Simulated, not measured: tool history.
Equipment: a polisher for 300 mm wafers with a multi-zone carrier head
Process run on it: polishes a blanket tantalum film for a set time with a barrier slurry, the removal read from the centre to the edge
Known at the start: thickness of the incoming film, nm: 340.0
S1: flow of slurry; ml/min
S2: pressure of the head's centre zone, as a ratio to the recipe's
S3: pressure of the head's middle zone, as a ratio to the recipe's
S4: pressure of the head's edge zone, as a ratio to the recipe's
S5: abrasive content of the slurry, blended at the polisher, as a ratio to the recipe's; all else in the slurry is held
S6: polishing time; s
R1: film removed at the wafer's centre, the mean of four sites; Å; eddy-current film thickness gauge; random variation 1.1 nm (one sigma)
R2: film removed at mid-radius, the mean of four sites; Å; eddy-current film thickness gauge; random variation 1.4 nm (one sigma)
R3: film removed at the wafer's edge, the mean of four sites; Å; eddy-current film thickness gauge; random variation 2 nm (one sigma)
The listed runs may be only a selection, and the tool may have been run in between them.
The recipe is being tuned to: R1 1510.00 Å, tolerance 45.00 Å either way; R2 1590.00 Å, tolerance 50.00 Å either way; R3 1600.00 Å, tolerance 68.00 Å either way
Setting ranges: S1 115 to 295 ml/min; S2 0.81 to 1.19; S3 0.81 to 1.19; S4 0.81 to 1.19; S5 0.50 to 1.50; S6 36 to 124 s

run	day	S1	S2	S3	S4	S5	S6	R1	R2	R3
1	0.000	190	1.00	1.00	1.00	1.00	79	994.45	1001.30	956.44
2	0.150	190	1.00	1.04	1.00	1.00	79	1004.80	1031.50	939.03
3	0.358	190	1.00	1.04	0.97	1.00	79	988.59	1011.70	939.78
4	0.654	190	0.93	1.04	0.97	1.00	79	936.31	1035.20	937.70
5	0.758	190	0.93	1.04	0.89	1.00	79	920.90	1021.10	909.59
# day 0.808: edge zone pressure recalibrated
6	0.808	190	0.93	0.97	0.89	1.00	79	915.64	972.24	935.16
7	1.021	195	0.93	0.96	0.92	1.15	86	1039.40	1113.30	1077.40
8	1.117	195	0.93	0.96	0.92	1.15	86	1051.00	1097.80	1068.10
9	1.392	200	0.92	0.96	0.95	1.25	92	1123.70	1187.20	1174.30
10	1.533	200	0.92	0.96	0.95	1.30	98	1236.00	1283.00	1254.70
11	1.867	210	0.91	0.96	0.97	1.35	102	1287.50	1382.70	1367.40
12	2.021	225	0.92	0.96	0.99	1.40	104	1350.70	1406.30	1430.50
13	2.129	230	0.92	0.97	1.00	1.45	106	1368.90	1484.30	1462.00
14	2.250	230	0.93	0.97	1.01	1.45	108	1411.30	1492.80	1507.10
15	2.367	230	0.93	0.97	1.01	1.45	109	1434.50	1514.60	1539.60
16	2.517	230	0.94	0.98	1.01	1.45	110	1461.80	1540.20	1515.50

Next run, 5 choices. One meets every target within its allowed miss, the rest don't. Which?
A	2.667	225	1.04	1.00	1.01	1.45	106	?	?	?
B	2.667	250	1.02	1.07	0.83	1.45	111	?	?	?
C	2.667	240	0.82	0.87	1.07	1.50	115	?	?	?
D	2.667	200	0.87	1.04	0.99	1.50	116	?	?	?
E	2.667	210	0.95	1.00	1.05	1.35	116	?	?	?

move	R1	R2	R3
A	1561.80	1503.90	1473.80
B	1623.50	1679.40	1419.30
C	1351.90	1487.90	1668.00
D	1418.80	1690.20	1593.40
E	1522.60	1608.20	1608.50
A: misses by more than the last run did
B: misses by more than the last run did
C: the result that was furthest off in the last run now lies on the other side of its target
D: brings the last run's worst result on target, with another outside its allowed miss
E: all results land within tolerance of their targets
E is the move that brings every result within its allowed miss.
